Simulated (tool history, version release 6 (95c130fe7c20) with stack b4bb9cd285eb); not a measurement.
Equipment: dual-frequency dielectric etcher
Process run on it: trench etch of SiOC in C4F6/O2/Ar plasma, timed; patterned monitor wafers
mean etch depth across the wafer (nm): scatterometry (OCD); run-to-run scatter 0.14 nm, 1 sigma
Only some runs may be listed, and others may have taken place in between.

run,hour,source power (kW),bias power (kW),etch time (s),mean etch depth across the wafer (nm)
1,0.0,0.330,0.148,22.5,39.950
2,4.6,0.330,0.148,22.5,39.995
3,6.9,0.330,0.167,22.5,41.435
4,9.8,0.330,0.167,22.5,41.348
5,15.3,0.320,0.166,22.5,41.091
6,22.0,0.320,0.166,23.5,42.367
# hour 28.6: source power generator calibrated
7,28.6,0.310,0.165,23.5,42.450
8,32.6,0.300,0.162,23.5,41.789
9,40.3,0.290,0.159,23.5,40.702
10,47.3,0.280,0.158,23.5,40.298
11,54.1,0.270,0.157,23.5,39.835
12,57.7,0.260,0.156,23.5,39.374

Expected results for the next run?
13,63.4,0.200,0.149,23.5,?

Run 13 produced mean etch depth across the wafer (nm) 35.148.

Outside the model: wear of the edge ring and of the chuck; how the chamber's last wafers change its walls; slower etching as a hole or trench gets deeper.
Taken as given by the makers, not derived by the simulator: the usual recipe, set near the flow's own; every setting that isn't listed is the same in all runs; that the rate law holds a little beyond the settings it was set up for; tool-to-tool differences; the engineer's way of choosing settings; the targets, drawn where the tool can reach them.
